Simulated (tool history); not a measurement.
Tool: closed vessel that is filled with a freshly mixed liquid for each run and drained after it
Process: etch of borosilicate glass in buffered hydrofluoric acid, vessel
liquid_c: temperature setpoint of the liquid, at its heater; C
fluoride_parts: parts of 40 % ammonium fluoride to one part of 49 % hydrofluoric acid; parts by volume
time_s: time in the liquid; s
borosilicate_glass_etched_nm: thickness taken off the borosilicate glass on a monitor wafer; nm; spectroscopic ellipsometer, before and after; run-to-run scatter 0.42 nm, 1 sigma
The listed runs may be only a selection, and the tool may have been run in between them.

run	day	liquid_c	fluoride_parts	time_s	borosilicate_glass_etched_nm
1	0.000	23.0	16.5	90	62.528
2	0.121	23.0	16.5	90	62.814
3	0.350	21.5	16.5	90	57.891
4	0.425	20.5	16.5	90	54.457
5	0.788	20.5	16.5	90	55.163
6	1.029	20.0	16.5	90	52.392
7	1.258	19.5	16.5	90	51.687

Run 8 has not been measured yet. What should we expect?
8	1.379	19.0	16.5	90	?

borosilicate_glass_etched_nm: 50.365 nm

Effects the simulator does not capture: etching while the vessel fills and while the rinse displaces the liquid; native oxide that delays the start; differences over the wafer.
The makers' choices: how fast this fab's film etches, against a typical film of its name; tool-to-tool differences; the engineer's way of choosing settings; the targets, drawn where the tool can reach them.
